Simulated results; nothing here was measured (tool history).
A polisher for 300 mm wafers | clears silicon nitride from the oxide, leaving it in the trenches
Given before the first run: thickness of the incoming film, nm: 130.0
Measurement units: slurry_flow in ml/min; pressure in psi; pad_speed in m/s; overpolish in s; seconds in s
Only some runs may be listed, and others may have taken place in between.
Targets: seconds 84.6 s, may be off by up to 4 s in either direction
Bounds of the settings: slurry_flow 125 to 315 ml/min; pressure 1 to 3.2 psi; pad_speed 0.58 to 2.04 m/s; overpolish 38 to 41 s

{"run": 1, "hour": 0.0, "slurry_flow": 205, "pressure": 2.1, "pad_speed": 1.3, "overpolish": 38, "seconds": 149.95}
{"run": 2, "hour": 5.3, "slurry_flow": 205, "pressure": 2.3, "pad_speed": 1.32, "overpolish": 38, "seconds": 135.12}
{"run": 3, "hour": 11.9, "slurry_flow": 205, "pressure": 2.4, "pad_speed": 1.34, "overpolish": 38, "seconds": 127.37}
{"run": 4, "hour": 18.8, "slurry_flow": 205, "pressure": 2.5, "pad_speed": 1.36, "overpolish": 38, "seconds": 124.21}
{"run": 5, "hour": 20.7, "slurry_flow": 205, "pressure": 2.6, "pad_speed": 1.4, "overpolish": 38, "seconds": 119.91}
{"run": 6, "hour": 26.8, "slurry_flow": 205, "pressure": 2.6, "pad_speed": 1.4, "overpolish": 38, "seconds": 115.58}
{"run": 7, "hour": 33.8, "slurry_flow": 205, "pressure": 2.7, "pad_speed": 1.42, "overpolish": 38, "seconds": 111.6}
{"run": 8, "hour": 40.8, "slurry_flow": 205, "pressure": 2.8, "pad_speed": 1.44, "overpolish": 38, "seconds": 106.24}
{"run": 9, "hour": 41.3, "slurry_flow": 205, "pressure": 2.9, "pad_speed": 1.46, "overpolish": 38, "seconds": 102.47}
{"run": 10, "hour": 46.0, "slurry_flow": 205, "pressure": 2.9, "pad_speed": 1.48, "overpolish": 38, "seconds": 99.668}
{"run": 11, "hour": 48.2, "slurry_flow": 205, "pressure": 2.9, "pad_speed": 1.5, "overpolish": 38, "seconds": 97.598}
{"run": 12, "hour": 55.6, "slurry_flow": 205, "pressure": 2.9, "pad_speed": 1.5, "overpolish": 38, "seconds": 98.079}
{"run": 13, "hour": 60.6, "slurry_flow": 205, "pressure": 3.1, "pad_speed": 1.54, "overpolish": 38, "seconds": 93.606}
{"run": 14, "hour": 65.8, "slurry_flow": 205, "pressure": 3.1, "pad_speed": 1.56, "overpolish": 38, "seconds": 90.016}

Exercise: of the 4 proposed moves below, exactly one satisfies all targets within the stated allowed misses. Which move is it?
{"run": "A", "hour": 71.0, "slurry_flow": 165, "pressure": 3.2, "pad_speed": 1.46, "overpolish": 38, "seconds": "?"}
{"run": "B", "hour": 71.0, "slurry_flow": 200, "pressure": 2.9, "pad_speed": 1.48, "overpolish": 41, "seconds": "?"}
{"run": "C", "hour": 71.0, "slurry_flow": 210, "pressure": 3.2, "pad_speed": 1.6, "overpolish": 38, "seconds": "?"}
{"run": "D", "hour": 71.0, "slurry_flow": 225, "pressure": 3.2, "pad_speed": 1.78, "overpolish": 38, "seconds": "?"}

move=A seconds=98.816
move=B seconds=102.52
move=C seconds=86.969
move=D seconds=77.651
A: the biggest miss grows against the last run
B: the biggest miss grows against the last run
C: each result inside its tolerance
D: moves the result that the last run missed by most past its target, out the other side
Move C is the one to make.

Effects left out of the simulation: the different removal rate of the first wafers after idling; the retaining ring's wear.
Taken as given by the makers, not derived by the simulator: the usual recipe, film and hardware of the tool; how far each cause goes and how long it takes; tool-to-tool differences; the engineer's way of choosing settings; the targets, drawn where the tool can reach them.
